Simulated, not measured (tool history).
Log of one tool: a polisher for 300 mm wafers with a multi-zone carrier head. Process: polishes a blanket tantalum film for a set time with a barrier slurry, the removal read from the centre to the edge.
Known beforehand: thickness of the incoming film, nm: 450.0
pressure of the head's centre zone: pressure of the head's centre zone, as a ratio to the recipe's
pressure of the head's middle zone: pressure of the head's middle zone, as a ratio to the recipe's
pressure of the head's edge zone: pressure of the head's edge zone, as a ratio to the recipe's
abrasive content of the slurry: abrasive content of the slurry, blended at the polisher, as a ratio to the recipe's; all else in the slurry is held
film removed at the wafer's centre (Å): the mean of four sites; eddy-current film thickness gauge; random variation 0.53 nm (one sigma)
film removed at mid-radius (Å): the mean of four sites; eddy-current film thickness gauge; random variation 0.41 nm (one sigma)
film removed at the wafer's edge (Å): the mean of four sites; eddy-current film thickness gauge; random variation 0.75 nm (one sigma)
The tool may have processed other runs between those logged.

run,hour,flow of slurry (ml/min),pressure of the head's centre zone,pressure of the head's middle zone,pressure of the head's edge zone,abrasive content of the slurry,polishing time (s),film removed at the wafer's centre (Å),film removed at mid-radius (Å),film removed at the wafer's edge (Å)
1,0.0,250,1.00,1.00,1.00,1.00,69,1148.10,1131.50,1161.70
2,7.2,235,0.97,1.01,0.95,0.85,58,888.69,905.96,881.55
3,7.7,225,0.93,1.01,0.91,0.75,52,744.80,782.64,750.02
4,9.4,220,0.91,1.02,0.88,0.70,48,677.11,711.94,662.26
5,17.4,210,0.88,1.03,0.86,0.65,46,605.28,673.64,614.97
6,22.1,205,0.87,1.03,0.85,0.60,45,565.69,637.23,575.77
7,23.7,200,0.86,1.03,0.84,0.55,45,539.84,625.87,556.93

Run 8 has not been measured yet. What should we expect?
8,28.5,195,0.86,1.02,0.83,0.55,44,?,?,?

Run 8 measured film removed at the wafer's centre (Å) 532.08, film removed at mid-radius (Å) 603.20, film removed at the wafer's edge (Å) 540.77.
